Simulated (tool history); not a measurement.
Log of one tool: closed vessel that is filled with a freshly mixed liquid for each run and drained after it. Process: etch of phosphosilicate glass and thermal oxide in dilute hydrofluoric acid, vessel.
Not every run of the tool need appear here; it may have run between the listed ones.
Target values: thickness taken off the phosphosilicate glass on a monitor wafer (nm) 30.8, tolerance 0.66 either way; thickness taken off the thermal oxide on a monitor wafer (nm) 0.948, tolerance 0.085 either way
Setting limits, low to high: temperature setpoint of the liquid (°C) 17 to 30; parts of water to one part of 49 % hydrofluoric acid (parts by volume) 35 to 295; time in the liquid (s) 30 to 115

run,hour,temperature setpoint of the liquid (°C),parts of water to one part of 49 % hydrofluoric acid (parts by volume),time in the liquid (s),thickness taken off the phosphosilicate glass on a monitor wafer (nm),thickness taken off the thermal oxide on a monitor wafer (nm)
1,0,22,165,60,48.864,1.4949
2,6.7,22,165,85,68.678,2.1667
3,9.8,21,180,85,59.759,1.8279
4,14.4,18.5,180,85,54.176,1.6596
5,18.3,18.5,180,65,41.33,1.2716
6,23.3,18,185,65,39.352,1.2328
7,23.8,18,190,65,37.854,1.143
8,28.2,18,195,65,37.215,1.175
9,29.2,18,200,65,35.985,1.0761
10,35.4,18,205,65,34.976,1.1232
11,41.7,17.5,210,65,33.043,1.0799
12,50.1,17,210,65,32.61,0.93722
13,56.9,17.5,210,65,33.284,0.9812
14,59,17.5,215,65,32.196,1.0342
15,61.2,17,215,65,31.743,0.96498

Below are 4 possible settings for the next run. Only one of them brings all results inside the allowed miss of their targets. Which is it?
A,63.4,23,205,50,?,?
B,63.4,17,205,60,?,?
C,63.4,21.5,210,55,?,?
D,63.4,19.5,240,70,?,?

move,thickness taken off the phosphosilicate glass on a monitor wafer (nm),thickness taken off the thermal oxide on a monitor wafer (nm)
A,32.648,0.99707
B,31.095,0.94966
C,32.97,1.0069
D,33.066,1.0098
A: moves away from the targets compared with the last run
B: each result inside its tolerance
C: moves away from the targets compared with the last run
D: moves away from the targets compared with the last run
So the answer is move B, the one that meets all the targets.
